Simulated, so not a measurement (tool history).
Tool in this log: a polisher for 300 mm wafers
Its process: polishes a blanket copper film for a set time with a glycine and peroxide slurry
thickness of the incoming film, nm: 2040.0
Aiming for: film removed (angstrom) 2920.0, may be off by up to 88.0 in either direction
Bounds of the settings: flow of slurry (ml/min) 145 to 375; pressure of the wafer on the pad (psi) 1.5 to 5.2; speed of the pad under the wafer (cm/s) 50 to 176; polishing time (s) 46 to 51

| run | day | flow of slurry (ml/min) | pressure of the wafer on the pad (psi) | speed of the pad under the wafer (cm/s) | polishing time (s) | film removed (angstrom) |
|---|---|---|---|---|---|---|
| 1 | 0.000 | 240 | 3.3 | 112 | 51 | 4084.6 |
| 2 | 0.075 | 240 | 3.2 | 112 | 51 | 3988.1 |
| 3 | 0.367 | 240 | 3.2 | 112 | 46 | 3577.7 |
| 4 | 0.721 | 240 | 3.1 | 112 | 46 | 3454.3 |
| 5 | 1.071 | 235 | 2.8 | 112 | 46 | 3187.1 |
| 6 | 1.283 | 235 | 2.8 | 112 | 51 | 3542.2 |
| 7 | 1.450 | 235 | 2.7 | 112 | 51 | 3413.7 |
| 8 | 1.521 | 235 | 2.6 | 112 | 51 | 3367.1 |
| 9 | 1.758 | 235 | 2.5 | 112 | 51 | 3238.0 |
| 10 | 2.133 | 225 | 2.1 | 112 | 51 | 2798.3 |
| 11 | 2.388 | 240 | 2.1 | 112 | 51 | 2768.7 |
| 12 | 2.467 | 240 | 2.3 | 112 | 51 | 3032.5 |

Which single option among these 5 for the next run brings every result within its allowed miss of target? Just one does.
| A | 2.546 | 235 | 2.3 | 110 | 46 | ? |
| B | 2.546 | 265 | 2.6 | 110 | 48 | ? |
| C | 2.546 | 225 | 2.6 | 84 | 48 | ? |
| D | 2.546 | 250 | 2.0 | 136 | 50 | ? |
| E | 2.546 | 265 | 2.4 | 92 | 49 | ? |

| move | film removed (angstrom) |
|---|---|
| A | 2719.7 |
| B | 3177.0 |
| C | 2758.6 |
| D | 2956.0 |
| E | 2794.2 |
A: moves the result that the last run missed by most past its target, out the other side
B: lands further from the targets than the last run did
C: moves the result that the last run missed by most past its target, out the other side
D: meets every target
E: moves the result that the last run missed by most past its target, out the other side
So the answer is move D, the one that meets all the targets.
